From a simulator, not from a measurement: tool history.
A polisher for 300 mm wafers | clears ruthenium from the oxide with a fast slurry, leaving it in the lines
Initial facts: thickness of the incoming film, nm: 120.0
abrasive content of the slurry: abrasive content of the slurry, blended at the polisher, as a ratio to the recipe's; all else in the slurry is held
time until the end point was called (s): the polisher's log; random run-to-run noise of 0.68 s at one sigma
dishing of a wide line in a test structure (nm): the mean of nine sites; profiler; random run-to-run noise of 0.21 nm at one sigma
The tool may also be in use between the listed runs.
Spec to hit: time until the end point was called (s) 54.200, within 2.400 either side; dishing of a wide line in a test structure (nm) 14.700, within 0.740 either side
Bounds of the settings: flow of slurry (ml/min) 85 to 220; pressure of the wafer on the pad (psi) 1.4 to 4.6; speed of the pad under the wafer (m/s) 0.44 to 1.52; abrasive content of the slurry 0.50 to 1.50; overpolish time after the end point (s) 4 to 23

| run | hour | flow of slurry (ml/min) | pressure of the wafer on the pad (psi) | speed of the pad under the wafer (m/s) | abrasive content of the slurry | overpolish time after the end point (s) | time until the end point was called (s) | dishing of a wide line in a test structure (nm) |
|---|---|---|---|---|---|---|---|---|
| 1 | 0.0 | 140 | 3.0 | 0.98 | 1.00 | 12 | 31.797 | 36.050 |
| 2 | 0.9 | 125 | 3.0 | 0.98 | 1.00 | 12 | 32.293 | 35.708 |
| 3 | 3.7 | 130 | 2.8 | 0.96 | 1.00 | 11 | 34.265 | 30.485 |
| 4 | 6.1 | 130 | 2.8 | 0.96 | 1.00 | 15 | 33.884 | 40.862 |
| 5 | 11.7 | 130 | 2.8 | 0.96 | 1.00 | 12 | 34.108 | 33.713 |
| 6 | 13.8 | 130 | 2.6 | 0.92 | 1.00 | 11 | 38.493 | 27.473 |
| 7 | 14.6 | 130 | 2.4 | 0.92 | 1.00 | 10 | 41.491 | 23.610 |
| 8 | 15.5 | 130 | 2.3 | 0.92 | 1.00 | 10 | 42.996 | 22.555 |
| 9 | 16.1 | 130 | 2.2 | 0.92 | 1.00 | 10 | 45.640 | 21.947 |
| 10 | 22.1 | 130 | 2.1 | 0.92 | 1.00 | 9 | 46.585 | 18.524 |
| 11 | 23.0 | 120 | 1.6 | 0.92 | 1.00 | 8 | 62.553 | 13.000 |
| 12 | 26.9 | 125 | 1.6 | 0.92 | 1.00 | 8 | 61.750 | 12.773 |
| 13 | 29.3 | 130 | 1.6 | 0.92 | 1.00 | 8 | 61.439 | 13.433 |
| 14 | 37.1 | 135 | 1.6 | 0.92 | 1.00 | 8 | 61.145 | 13.206 |
| 15 | 45.2 | 135 | 1.7 | 0.92 | 1.00 | 8 | 58.091 | 13.982 |
| 16 | 50.8 | 155 | 1.9 | 0.92 | 1.00 | 8 | 50.383 | 16.416 |
| 17 | 53.3 | 150 | 1.9 | 0.92 | 1.00 | 8 | 50.525 | 16.219 |
| 18 | 55.9 | 145 | 1.9 | 0.92 | 1.00 | 8 | 52.031 | 15.599 |
| 19 | 58.2 | 140 | 1.9 | 0.92 | 1.00 | 8 | 51.300 | 15.883 |
| 20 | 59.7 | 135 | 1.9 | 0.92 | 1.00 | 8 | 51.127 | 15.557 |

Below are 4 possible settings for the next run. Only one of them brings all results inside the allowed miss of their targets. Which is it?
| A | 61.2 | 140 | 1.9 | 0.84 | 1.15 | 9 | ? | ? |
| B | 61.2 | 125 | 2.3 | 0.92 | 0.85 | 8 | ? | ? |
| C | 61.2 | 120 | 1.6 | 0.96 | 1.30 | 8 | ? | ? |
| D | 61.2 | 145 | 2.0 | 1.04 | 0.80 | 7 | ? | ? |

| move | time until the end point was called (s) | dishing of a wide line in a test structure (nm) |
|---|---|---|
| A | 52.215 | 16.778 |
| B | 46.829 | 16.636 |
| C | 53.173 | 14.733 |
| D | 47.500 | 14.444 |
A: the worst result of the last run now meets its target, but another is out of spec
B: its largest miss is bigger than the last run's
C: each result inside its tolerance
D: its largest miss is bigger than the last run's
C is the move that brings every result within its allowed miss.
